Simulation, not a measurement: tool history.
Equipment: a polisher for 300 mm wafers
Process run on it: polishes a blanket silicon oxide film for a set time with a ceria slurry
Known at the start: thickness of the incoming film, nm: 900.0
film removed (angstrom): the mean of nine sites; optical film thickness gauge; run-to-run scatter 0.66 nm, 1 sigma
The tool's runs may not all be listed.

run,hour,flow of slurry (ml/min),pressure of the wafer on the pad (psi),speed of the pad under the wafer (cm/s),polishing time (s),film removed (angstrom)
1,0,240,2.7,94,37,1396.4
2,3.8,240,2.7,94,33,1270.4
3,8.3,240,2.5,94,33,1169
4,12.2,240,3.1,94,33,1456.4
5,15.1,235,2.7,94,33,1291.6
6,22.3,235,3.2,94,33,1511
7,24.7,235,2.7,94,33,1262
8,33.4,230,2.4,94,33,1126.2
9,38.1,220,2.2,94,33,1030.3
10,45.4,210,2.1,94,33,987.48

Predict the results of run 11:
11,51.9,200,2,94,33,?

film removed (angstrom): 953.69

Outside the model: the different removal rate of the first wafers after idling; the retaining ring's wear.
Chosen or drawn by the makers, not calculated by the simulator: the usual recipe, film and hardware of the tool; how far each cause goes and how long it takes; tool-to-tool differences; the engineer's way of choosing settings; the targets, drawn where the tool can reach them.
